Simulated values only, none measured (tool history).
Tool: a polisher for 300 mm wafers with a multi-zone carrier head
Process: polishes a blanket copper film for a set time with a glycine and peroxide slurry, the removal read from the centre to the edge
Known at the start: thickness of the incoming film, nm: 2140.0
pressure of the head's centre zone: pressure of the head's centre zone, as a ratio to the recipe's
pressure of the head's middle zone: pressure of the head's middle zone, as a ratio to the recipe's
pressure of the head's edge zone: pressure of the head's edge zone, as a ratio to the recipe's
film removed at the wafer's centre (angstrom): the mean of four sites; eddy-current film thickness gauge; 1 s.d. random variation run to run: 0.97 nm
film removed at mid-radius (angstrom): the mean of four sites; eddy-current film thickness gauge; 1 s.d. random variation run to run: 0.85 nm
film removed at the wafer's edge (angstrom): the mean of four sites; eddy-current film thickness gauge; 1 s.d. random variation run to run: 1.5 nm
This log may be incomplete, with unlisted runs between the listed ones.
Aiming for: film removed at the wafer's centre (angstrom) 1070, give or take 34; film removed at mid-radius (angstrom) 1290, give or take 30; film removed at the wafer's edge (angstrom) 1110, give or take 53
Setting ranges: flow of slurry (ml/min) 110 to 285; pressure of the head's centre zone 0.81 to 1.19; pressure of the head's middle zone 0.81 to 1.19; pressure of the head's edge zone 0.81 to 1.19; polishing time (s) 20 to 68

run,day,flow of slurry (ml/min),pressure of the head's centre zone,pressure of the head's middle zone,pressure of the head's edge zone,polishing time (s),film removed at the wafer's centre (angstrom),film removed at mid-radius (angstrom),film removed at the wafer's edge (angstrom)
1,0,180,1,1,1,44,1789.6,1818.1,1783.7
2,0.054,175,0.97,1.01,0.95,39,1546.6,1612,1544
3,0.129,175,0.97,1.06,0.95,39,1545.1,1692.6,1585.7
4,0.425,180,0.94,1.06,0.91,35,1316.7,1517.3,1370.5
5,0.775,180,0.94,1.06,0.91,24,914.52,1042.1,920.03
6,0.912,135,0.94,1.06,0.91,24,863.87,1011,927.63
7,0.958,160,0.95,1.1,0.96,24,922.38,1063.9,967.96
8,1.058,180,0.94,1.13,0.98,25,949.37,1149.9,1016.5
9,1.121,200,0.95,1.14,1,25,957.2,1162.7,1023.9
10,1.208,205,0.96,1.15,1.01,25,985.63,1178.9,1015.2
11,1.4,210,0.96,1.16,1.03,26,1031.7,1232.2,1094.3
12,1.604,220,0.96,1.17,1.03,26,1031.6,1255.9,1082.4

Exercise: of the 4 proposed moves below, exactly one satisfies all targets within the stated allowed misses. Which move is it?
A,1.808,165,0.92,1.11,1.14,29,?,?,?
B,1.808,285,0.93,1.19,0.95,27,?,?,?
C,1.808,195,0.91,1.19,1.05,27,?,?,?
D,1.808,185,0.98,1.18,1.01,27,?,?,?

move,film removed at the wafer's centre (angstrom),film removed at mid-radius (angstrom),film removed at the wafer's edge (angstrom)
A,1047.6,1306.2,1275.3
B,1050.8,1366.4,1130.6
C,985.64,1315.8,1153.6
D,1055.2,1298.4,1127.2
A: corrects the largest miss of the last run, while another result sits out of spec
B: pushes the last run's worst result past its target
C: corrects the largest miss of the last run, while another result sits out of spec
D: every result lands within tolerance
The right move is D.
